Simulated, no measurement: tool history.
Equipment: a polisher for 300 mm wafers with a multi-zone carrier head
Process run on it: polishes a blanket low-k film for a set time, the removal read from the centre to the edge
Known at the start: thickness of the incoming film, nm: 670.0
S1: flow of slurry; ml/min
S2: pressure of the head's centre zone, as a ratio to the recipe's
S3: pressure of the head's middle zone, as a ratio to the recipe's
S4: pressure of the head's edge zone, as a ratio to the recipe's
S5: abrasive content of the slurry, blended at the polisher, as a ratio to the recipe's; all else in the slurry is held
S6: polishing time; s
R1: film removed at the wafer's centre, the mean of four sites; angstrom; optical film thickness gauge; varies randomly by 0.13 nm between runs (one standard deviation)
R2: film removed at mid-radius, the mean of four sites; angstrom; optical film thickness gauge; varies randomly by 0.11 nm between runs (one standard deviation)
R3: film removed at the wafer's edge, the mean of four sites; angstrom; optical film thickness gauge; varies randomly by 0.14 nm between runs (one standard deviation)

run  hour   S1    S2    S3    S4    S5  S6      R1      R2      R3
  1     0  305     1     1     1     1  39  128.62  126.47  130.89
  2   6.8  305  0.98     1  0.97  0.95  39  123.65   122.7  124.48
  3    12  305  0.98     1  0.97  0.95  45  142.11  141.52  145.03
  4  18.1  305  0.95     1  0.94  0.85  45  133.93  135.69  138.66
  5  23.7  305  0.93  1.01  0.92  0.75  45  123.98  135.74  131.29
  6  27.4  305  0.93  1.01  0.92  0.95  45  134.17  144.66  138.16
  7  32.2  305  0.91     1   0.9  0.85  45  127.56  137.52  135.91

What does the tool deliver on the next run?
  8  37.7  305  0.92  1.09  0.86  0.6  41   ?   ?   ?

{"run 8": {"R1": 103.46, "R2": 120.53, "R3": 105.73}}

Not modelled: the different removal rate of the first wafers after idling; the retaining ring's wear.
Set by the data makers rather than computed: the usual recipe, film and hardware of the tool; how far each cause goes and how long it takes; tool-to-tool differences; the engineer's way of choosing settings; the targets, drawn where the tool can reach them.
